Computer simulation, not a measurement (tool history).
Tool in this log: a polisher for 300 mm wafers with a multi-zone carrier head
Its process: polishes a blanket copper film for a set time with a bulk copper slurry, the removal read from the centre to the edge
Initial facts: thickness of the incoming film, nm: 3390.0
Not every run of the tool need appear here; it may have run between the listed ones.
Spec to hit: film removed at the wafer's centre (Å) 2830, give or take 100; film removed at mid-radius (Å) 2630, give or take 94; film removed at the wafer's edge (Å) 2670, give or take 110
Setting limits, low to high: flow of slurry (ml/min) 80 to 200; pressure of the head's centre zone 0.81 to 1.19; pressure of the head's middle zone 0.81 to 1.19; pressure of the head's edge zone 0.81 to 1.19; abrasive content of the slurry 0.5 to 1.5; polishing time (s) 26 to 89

| run | day | flow of slurry (ml/min) | pressure of the head's centre zone | pressure of the head's middle zone | pressure of the head's edge zone | abrasive content of the slurry | polishing time (s) | film removed at the wafer's centre (Å) | film removed at mid-radius (Å) | film removed at the wafer's edge (Å) |
|---|---|---|---|---|---|---|---|---|---|---|
| 1 | 0 | 130 | 1 | 1 | 1 | 1 | 57 | 3796.4 | 3696.2 | 3812.5 |
| 2 | 0.15 | 130 | 1 | 1 | 1 | 0.9 | 57 | 3702.5 | 3619.9 | 3665.9 |
| 3 | 0.362 | 130 | 1 | 1 | 1 | 0.9 | 68 | 4437.7 | 4367.2 | 4374.4 |
| 4 | 0.683 | 125 | 0.99 | 0.97 | 0.96 | 0.8 | 63 | 3791 | 3758.3 | 3881.5 |
| 5 | 1.046 | 145 | 0.99 | 0.97 | 0.96 | 0.8 | 63 | 4040.4 | 3817.7 | 3995.7 |
| 6 | 1.283 | 145 | 0.99 | 0.97 | 0.96 | 0.6 | 63 | 3647.1 | 3550.9 | 3647.4 |
| 7 | 1.421 | 140 | 1.01 | 0.97 | 0.94 | 0.55 | 59 | 3361 | 3143.2 | 3290.8 |
| 8 | 1.625 | 130 | 1.02 | 0.98 | 0.91 | 0.55 | 57 | 3222.1 | 3021.8 | 3058.8 |
| 9 | 1.958 | 120 | 1.02 | 0.97 | 0.89 | 0.55 | 57 | 3136.3 | 2987.2 | 2984 |
| 10 | 2.046 | 115 | 1.02 | 0.95 | 0.87 | 0.55 | 57 | 3089.5 | 2871.4 | 3006.8 |
| 11 | 2.171 | 110 | 1.03 | 0.95 | 0.86 | 0.55 | 56 | 3058.1 | 2820 | 2889.3 |
| 12 | 2.304 | 105 | 1.03 | 0.95 | 0.85 | 0.55 | 56 | 2985.8 | 2774.5 | 2746.8 |
|  | 2.671 | slurry nozzle cleaned |
| 13 | 2.671 | 100 | 1.03 | 0.94 | 0.85 | 0.55 | 56 | 3148.8 | 2844.2 | 2903.2 |
| 14 | 2.858 | 100 | 1.02 | 0.94 | 0.84 | 0.55 | 55 | 3052 | 2791.7 | 2806.6 |
| 15 | 3.229 | 100 | 1.02 | 0.94 | 0.84 | 0.55 | 55 | 3039.8 | 2781.5 | 2836.4 |
| 16 | 3.479 | 100 | 1.02 | 0.94 | 0.84 | 0.55 | 54 | 3003.3 | 2719.9 | 2709.4 |
| 17 | 3.6 | 80 | 0.99 | 0.93 | 0.85 | 0.55 | 54 | 2687.9 | 2583.1 | 2651 |

Which of these 4 next moves meets every target?
| A | 3.721 | 90 | 1.08 | 0.88 | 0.85 | 0.75 | 47 | ? | ? | ? |
| B | 3.721 | 80 | 0.9 | 0.95 | 0.91 | 0.5 | 56 | ? | ? | ? |
| C | 3.721 | 85 | 1.01 | 0.95 | 0.84 | 0.6 | 52 | ? | ? | ? |
| D | 3.721 | 80 | 0.91 | 0.95 | 0.91 | 0.5 | 55 | ? | ? | ? |

| move | film removed at the wafer's centre (Å) | film removed at mid-radius (Å) | film removed at the wafer's edge (Å) |
|---|---|---|---|
| A | 2881.7 | 2449.6 | 2625.7 |
| B | 2424 | 2654 | 2779.7 |
| C | 2737.4 | 2659.5 | 2671.5 |
| D | 2407.4 | 2606.5 | 2730.1 |
A: corrects the largest miss of the last run, while another result sits out of spec
B: misses by more than the last run did
C: every result lands within tolerance
D: misses by more than the last run did
So the answer is move C, the one that meets all the targets.
